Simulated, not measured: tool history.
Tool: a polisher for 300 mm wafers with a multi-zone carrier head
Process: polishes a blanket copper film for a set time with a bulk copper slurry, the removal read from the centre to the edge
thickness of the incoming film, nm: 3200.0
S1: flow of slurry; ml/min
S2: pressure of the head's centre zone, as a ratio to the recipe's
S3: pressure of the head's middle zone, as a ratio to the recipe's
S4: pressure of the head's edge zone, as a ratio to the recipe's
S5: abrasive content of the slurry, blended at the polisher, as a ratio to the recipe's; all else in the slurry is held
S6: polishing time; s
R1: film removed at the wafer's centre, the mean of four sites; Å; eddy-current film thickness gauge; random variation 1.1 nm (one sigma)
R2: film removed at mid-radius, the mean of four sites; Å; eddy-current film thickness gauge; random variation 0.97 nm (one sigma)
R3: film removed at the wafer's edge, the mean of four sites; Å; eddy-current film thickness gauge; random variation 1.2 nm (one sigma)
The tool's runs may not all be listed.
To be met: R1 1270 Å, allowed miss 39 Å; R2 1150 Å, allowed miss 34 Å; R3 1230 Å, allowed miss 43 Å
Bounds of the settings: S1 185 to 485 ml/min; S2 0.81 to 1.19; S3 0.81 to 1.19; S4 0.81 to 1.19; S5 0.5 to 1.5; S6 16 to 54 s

run 1 hour=0 | S1=310 S2=1 S3=1 S4=1 S5=1 S6=35 | R1=1851.8 R2=1954.9 R3=2025.1
run 2 hour=7.7 | S1=310 S2=1.01 S3=0.97 S4=0.96 S5=0.85 S6=32 | R1=1659.3 R2=1673.2 R3=1724.1
run 3 hour=13.8 | S1=305 S2=1 S3=0.93 S4=0.93 S5=0.75 S6=31 | R1=1531.3 R2=1509.4 R3=1594.9
run 4 hour=14.9 | S1=305 S2=1 S3=0.93 S4=0.93 S5=0.75 S6=39 | R1=1940.8 R2=1925.7 R3=2001.4
run 5 hour=19.6 | S1=300 S2=1 S3=0.91 S4=0.9 S5=0.7 S6=36 | R1=1734.6 R2=1708.8 R3=1780.2
run 6 hour=22.1 | S1=300 S2=1.01 S3=0.89 S4=0.88 S5=0.65 S6=33 | R1=1590 R2=1511.9 R3=1612.3
run 7 hour=30.9 | S1=300 S2=1.01 S3=0.89 S4=0.88 S5=0.65 S6=33 | R1=1583.2 R2=1517.8 R3=1596.6
run 8 hour=37.9 | S1=300 S2=1.02 S3=0.88 S4=0.86 S5=0.6 S6=31 | R1=1488.1 R2=1347.6 R3=1461.4
-- hour=45.4 edge zone pressure recalibrated
run 9 hour=45.4 | S1=295 S2=1.02 S3=0.88 S4=0.85 S5=0.55 S6=30 | R1=1400.4 R2=1302.6 R3=1355.6
run 10 hour=46.4 | S1=285 S2=1.02 S3=0.87 S4=0.84 S5=0.55 S6=30 | R1=1396.4 R2=1282.6 R3=1328.6
run 11 hour=48.8 | S1=240 S2=0.97 S3=0.81 S4=0.81 S5=0.5 S6=29 | R1=1223.2 R2=1112.8 R3=1211.9

4 next moves are on the table. One of them brings every result within its allowed miss. Which?
run A hour=51.2 | S1=285 S2=1.06 S3=0.82 S4=0.81 S5=0.5 S6=29 | R1=? R2=? R3=?
run B hour=51.2 | S1=270 S2=1.02 S3=0.85 S4=0.86 S5=0.55 S6=28 | R1=? R2=? R3=?
run C hour=51.2 | S1=215 S2=0.92 S3=0.82 S4=0.85 S5=0.55 S6=31 | R1=? R2=? R3=?
run D hour=51.2 | S1=275 S2=0.95 S3=0.81 S4=0.88 S5=0.5 S6=28 | R1=? R2=? R3=?

move=A R1=1355.5 R2=1142.3 R3=1226
move=B R1=1290.4 R2=1157.8 R3=1239.1
move=C R1=1272.2 R2=1213.3 R3=1338.7
move=D R1=1188.1 R2=1088.5 R3=1223.8
A: takes the result that was furthest off past its target
B: meets every target
C: brings the result that was furthest off to its target, and leaves another outside
D: further off than the last run
Answer: B
